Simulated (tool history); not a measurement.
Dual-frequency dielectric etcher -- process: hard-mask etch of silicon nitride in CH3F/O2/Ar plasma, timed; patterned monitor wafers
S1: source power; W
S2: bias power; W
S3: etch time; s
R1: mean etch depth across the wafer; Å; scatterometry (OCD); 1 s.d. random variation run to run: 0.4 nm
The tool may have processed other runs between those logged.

Run 1, day 0.000: S1 400 W, S2 56 W, S3 100.5 s. Result: R1 652.79 Å.
Run 2, day 0.283: S1 380 W, S2 55 W, S3 100.0 s. Result: R1 635.49 Å.
Run 3, day 0.479: S1 420 W, S2 55 W, S3 100.0 s. Result: R1 661.57 Å.
Run 4, day 0.604: S1 420 W, S2 55 W, S3 100.5 s. Result: R1 657.51 Å.
Run 5, day 0.671: S1 390 W, S2 53 W, S3 100.0 s. Result: R1 626.79 Å.
Run 6, day 1.017: S1 390 W, S2 53 W, S3 100.5 s. Result: R1 633.41 Å.
Run 7, day 1.175: S1 310 W, S2 49 W, S3 99.5 s. Result: R1 554.16 Å.

What does the tool deliver on the next run?
Run 8, day 1.475: S1 320 W, S2 49 W, S3 99.5 s. Result: R1 ?.

{"run 8": {"R1": 556.46}}

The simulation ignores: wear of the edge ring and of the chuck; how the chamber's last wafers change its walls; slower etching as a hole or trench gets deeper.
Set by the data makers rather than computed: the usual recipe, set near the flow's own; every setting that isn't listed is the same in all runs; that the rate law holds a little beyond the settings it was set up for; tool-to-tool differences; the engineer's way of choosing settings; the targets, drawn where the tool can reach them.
